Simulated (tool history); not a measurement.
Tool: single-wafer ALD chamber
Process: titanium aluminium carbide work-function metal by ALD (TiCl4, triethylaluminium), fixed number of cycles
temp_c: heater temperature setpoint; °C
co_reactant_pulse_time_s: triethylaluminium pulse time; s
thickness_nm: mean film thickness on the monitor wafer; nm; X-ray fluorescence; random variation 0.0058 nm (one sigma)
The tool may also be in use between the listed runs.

run,hour,temp_c,co_reactant_pulse_time_s,thickness_nm
1,0,285,9.89,1.9543
2,2.3,285,12.58,2.0038
3,3.3,283,12.46,1.9795
4,6.1,293,12.46,2.0817
5,12.8,303,12.46,2.1864
6,18,298,12.26,2.1258
7,21.6,294,12.08,2.0857
8,23.9,291,11.93,2.0494

Run 9 comes next. What will it give?
9,25.3,288,11.8,?

{"run 9": {"thickness_nm": 2.0199}}
